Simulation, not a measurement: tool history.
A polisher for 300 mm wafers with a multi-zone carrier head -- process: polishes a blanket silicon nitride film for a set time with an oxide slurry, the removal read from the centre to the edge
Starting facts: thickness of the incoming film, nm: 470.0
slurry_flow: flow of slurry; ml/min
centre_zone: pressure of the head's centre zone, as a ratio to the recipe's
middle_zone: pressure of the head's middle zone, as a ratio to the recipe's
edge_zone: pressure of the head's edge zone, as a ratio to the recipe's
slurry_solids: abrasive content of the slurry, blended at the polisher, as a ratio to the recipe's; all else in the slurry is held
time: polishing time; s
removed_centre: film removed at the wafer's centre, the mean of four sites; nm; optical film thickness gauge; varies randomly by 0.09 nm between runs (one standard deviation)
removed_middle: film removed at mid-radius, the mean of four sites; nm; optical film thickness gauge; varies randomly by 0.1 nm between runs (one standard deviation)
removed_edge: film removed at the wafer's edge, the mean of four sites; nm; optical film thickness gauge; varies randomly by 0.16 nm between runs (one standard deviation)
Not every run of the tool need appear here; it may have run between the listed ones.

run,hour,slurry_flow,centre_zone,middle_zone,edge_zone,slurry_solids,time,removed_centre,removed_middle,removed_edge
1,0,270,1,1,1,1,48,21.108,20.811,21.256
2,8.8,215,1,1,1,1,48,20.474,20.493,20.501
3,13.9,215,1,1.05,1,1,48,20.357,21.02,20.533
4,17.7,215,1,1.05,1.07,1,48,20.3,21.009,20.913
5,21.2,205,0.98,1.02,1.06,0.9,46,17.853,18.179,18.175
6,29.1,205,0.98,1.02,1.06,0.9,57,22.037,22.546,23.43
7,38,205,0.98,1.02,1.06,0.9,57,22.145,22.53,22.551
8,45.6,205,0.98,1.02,1.06,0.9,57,21.98,22.46,22.87
9,46.8,200,0.95,1,1.06,0.8,55,18.838,19.049,20.242

What does the tool deliver on the next run?
10,49.1,185,0.85,0.97,0.96,0.55,49,?,?,?

removed_centre: 9.3411 nm
removed_middle: 10.21 nm
removed_edge: 10.357 nm
